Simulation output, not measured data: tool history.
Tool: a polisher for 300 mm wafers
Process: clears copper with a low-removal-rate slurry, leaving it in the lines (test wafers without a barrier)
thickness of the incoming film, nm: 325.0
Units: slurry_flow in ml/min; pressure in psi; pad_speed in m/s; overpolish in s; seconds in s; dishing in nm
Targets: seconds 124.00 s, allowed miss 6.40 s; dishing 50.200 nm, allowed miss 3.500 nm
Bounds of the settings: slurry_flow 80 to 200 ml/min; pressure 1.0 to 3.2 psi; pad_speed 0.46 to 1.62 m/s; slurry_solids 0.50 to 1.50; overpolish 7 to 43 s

run	hour	slurry_flow	pressure	pad_speed	slurry_solids	overpolish	seconds	dishing
1	0.0	130	2.1	1.04	1.00	22	132.54	36.332
2	5.4	130	2.1	1.04	1.00	23	130.89	37.259
3	9.1	130	2.1	1.04	1.20	23	122.73	38.752
4	13.7	130	1.7	1.04	1.20	23	144.57	33.153
5	15.8	130	1.7	0.78	1.20	23	196.61	27.206
6	21.6	130	1.7	0.78	1.20	30	197.05	32.951
7	24.5	130	1.8	0.78	1.20	30	189.41	32.841
8	27.4	130	1.9	0.78	1.20	31	182.36	34.526
9	36.1	130	1.9	0.78	1.20	31	178.59	36.044
10	40.2	130	2.0	0.78	1.20	31	175.15	38.447
11	46.8	130	2.1	0.78	1.20	30	168.87	37.202
12	50.3	130	2.2	0.78	1.20	30	164.76	37.956
13	52.3	130	2.2	0.78	1.20	30	158.16	40.107
14	53.2	130	2.3	0.78	1.20	30	156.74	37.961
15	56.8	130	2.4	0.78	1.20	31	152.87	42.172
16	59.5	130	2.5	0.78	1.20	31	143.74	42.210
17	64.4	130	2.5	0.78	1.20	31	143.40	44.870
18	69.1	135	2.7	0.78	1.20	31	135.33	45.386
19	75.3	135	2.8	0.78	1.20	32	132.06	48.860

Which of these 5 next moves meets every target?
A	81.5	120	3.2	0.74	1.30	40	?	?
B	81.5	155	2.5	0.82	1.10	37	?	?
C	81.5	130	2.6	0.76	1.15	38	?	?
D	81.5	85	2.9	0.92	1.20	35	?	?
E	81.5	140	2.8	0.74	1.15	36	?	?

move	seconds	dishing
A	125.40	55.303
B	137.41	49.173
C	146.74	48.156
D	124.39	51.051
E	139.47	48.313
A: brings the result that was furthest off to its target, and leaves another outside
B: further off than the last run
C: further off than the last run
D: meets every target
E: further off than the last run
Answer: D
